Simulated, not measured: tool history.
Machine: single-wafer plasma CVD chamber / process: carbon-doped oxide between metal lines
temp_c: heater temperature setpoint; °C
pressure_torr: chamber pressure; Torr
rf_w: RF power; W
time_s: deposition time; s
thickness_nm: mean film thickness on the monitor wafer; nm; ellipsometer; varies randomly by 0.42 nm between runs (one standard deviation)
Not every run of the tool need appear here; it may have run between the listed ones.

Run 1, hour 0: temp_c 370 °C, pressure_torr 5.48 Torr, rf_w 605 W, time_s 22.4 s. Result: thickness_nm 125.07 nm.
Run 2, hour 3.2: temp_c 370 °C, pressure_torr 5.48 Torr, rf_w 605 W, time_s 22.4 s. Result: thickness_nm 124.48 nm.
Run 3, hour 4.3: temp_c 372 °C, pressure_torr 5.19 Torr, rf_w 595 W, time_s 22.4 s. Result: thickness_nm 122.93 nm.
Run 4, hour 5.4: temp_c 372 °C, pressure_torr 5.68 Torr, rf_w 595 W, time_s 22.4 s. Result: thickness_nm 123.8 nm.
Run 5, hour 9: temp_c 372 °C, pressure_torr 5.68 Torr, rf_w 660 W, time_s 22.4 s. Result: thickness_nm 130.33 nm.
Run 6, hour 12: temp_c 372 °C, pressure_torr 5.17 Torr, rf_w 660 W, time_s 22.4 s. Result: thickness_nm 129.29 nm.

Run 7 is up next; what results do you expect?
Run 7, hour 17.4: temp_c 374 °C, pressure_torr 4.97 Torr, rf_w 640 W, time_s 22.4 s. Result: thickness_nm ?.

{"run 7": {"thickness_nm": 126.03}}
